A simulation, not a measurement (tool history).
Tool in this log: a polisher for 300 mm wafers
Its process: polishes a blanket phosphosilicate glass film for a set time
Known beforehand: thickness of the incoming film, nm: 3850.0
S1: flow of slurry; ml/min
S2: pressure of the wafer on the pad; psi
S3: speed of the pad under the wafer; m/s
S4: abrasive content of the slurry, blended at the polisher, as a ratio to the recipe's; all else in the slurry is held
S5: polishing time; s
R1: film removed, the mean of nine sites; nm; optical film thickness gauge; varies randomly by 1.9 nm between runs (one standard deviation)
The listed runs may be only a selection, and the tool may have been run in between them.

| run | day | S1 | S2 | S3 | S4 | S5 | R1 |
|---|---|---|---|---|---|---|---|
| 1 | 0 | 150 | 3.8 | 1.02 | 1 | 40 | 491.11 |
| 2 | 0.108 | 150 | 3.8 | 1.2 | 1 | 40 | 556.16 |
| 3 | 0.388 | 145 | 3.2 | 1.06 | 1 | 40 | 432.28 |
| 4 | 0.529 | 140 | 2.7 | 0.94 | 1 | 40 | 326.33 |
| 5 | 0.75 | 140 | 2.7 | 0.72 | 1 | 40 | 268.84 |
| 6 | 0.808 | 140 | 2.7 | 0.72 | 1.15 | 40 | 282.22 |

Expected results for the next run?
| 7 | 1.033 | 135 | 2.5 | 0.72 | 1.15 | 40 | ? |

For run 7 the tool returned R1 259.62 nm.
